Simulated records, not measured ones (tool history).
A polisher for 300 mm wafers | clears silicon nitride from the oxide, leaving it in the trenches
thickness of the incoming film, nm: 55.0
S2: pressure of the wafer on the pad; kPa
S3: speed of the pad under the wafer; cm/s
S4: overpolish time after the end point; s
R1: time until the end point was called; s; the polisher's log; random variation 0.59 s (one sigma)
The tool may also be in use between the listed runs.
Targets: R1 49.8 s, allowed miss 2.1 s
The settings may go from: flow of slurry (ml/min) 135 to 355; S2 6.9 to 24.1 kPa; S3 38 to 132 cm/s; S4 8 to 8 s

run 1 hour=0 | flow_of_slurry_(ml/min)=225 S2=15.2 S3=84 S4=8 | R1=87.193
run 2 hour=6.2 | flow_of_slurry_(ml/min)=225 S2=17.2 S3=84 S4=8 | R1=79.287
run 3 hour=9.5 | flow_of_slurry_(ml/min)=225 S2=15.2 S3=84 S4=8 | R1=88
run 4 hour=16.8 | flow_of_slurry_(ml/min)=225 S2=17.9 S3=86 S4=8 | R1=73.751
run 5 hour=20.8 | flow_of_slurry_(ml/min)=225 S2=17.9 S3=86 S4=8 | R1=73.803
run 6 hour=26.5 | flow_of_slurry_(ml/min)=225 S2=17.9 S3=96 S4=8 | R1=67.304
run 7 hour=33.3 | flow_of_slurry_(ml/min)=225 S2=19.3 S3=96 S4=8 | R1=62.546
run 8 hour=38.5 | flow_of_slurry_(ml/min)=225 S2=20.7 S3=96 S4=8 | R1=58.439
run 9 hour=44.5 | flow_of_slurry_(ml/min)=225 S2=21.4 S3=96 S4=8 | R1=56.38
run 10 hour=51.7 | flow_of_slurry_(ml/min)=225 S2=21.4 S3=96 S4=8 | R1=54.885
run 11 hour=60.4 | flow_of_slurry_(ml/min)=225 S2=22.1 S3=96 S4=8 | R1=55.139
run 12 hour=66.9 | flow_of_slurry_(ml/min)=225 S2=22.8 S3=96 S4=8 | R1=52.795

4 next moves are on the table. One of them brings every result within its allowed miss. Which?
run A hour=73.4 | flow_of_slurry_(ml/min)=210 S2=24.1 S3=96 S4=8 | R1=?
run B hour=73.4 | flow_of_slurry_(ml/min)=180 S2=22.8 S3=98 S4=8 | R1=?
run C hour=73.4 | flow_of_slurry_(ml/min)=235 S2=23.4 S3=112 S4=8 | R1=?
run D hour=73.4 | flow_of_slurry_(ml/min)=300 S2=20.7 S3=120 S4=8 | R1=?

move=A R1=50.212
move=B R1=53.388
move=C R1=44.409
move=D R1=45.992
A: meets every target
B: further off than the last run
C: takes the result that was furthest off past its target
D: takes the result that was furthest off past its target
The right move is A.
